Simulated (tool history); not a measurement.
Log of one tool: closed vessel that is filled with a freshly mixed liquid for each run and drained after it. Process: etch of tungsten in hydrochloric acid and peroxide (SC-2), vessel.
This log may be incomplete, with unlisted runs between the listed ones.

run	hour	temperature setpoint of the liquid (°C)	parts of water to one part each of 37 % hydrochloric acid and 30 % peroxide (parts by volume)	time in the liquid (s)	thickness taken off the tungsten on a monitor wafer (Å)
1	0	56	9	30	58.242
2	6.3	50.5	9	30	40.957
3	9.7	50.5	9	30	41.048
4	13.6	52.5	9	30	47.369
5	17.2	54	9	30	51.79
6	20.9	54	11.5	30	41.635
7	23.2	56	11.5	30	47.914

For run 8, what comes out?
8	26.7	64	11.5	30	?

thickness taken off the tungsten on a monitor wafer (Å): 79.461
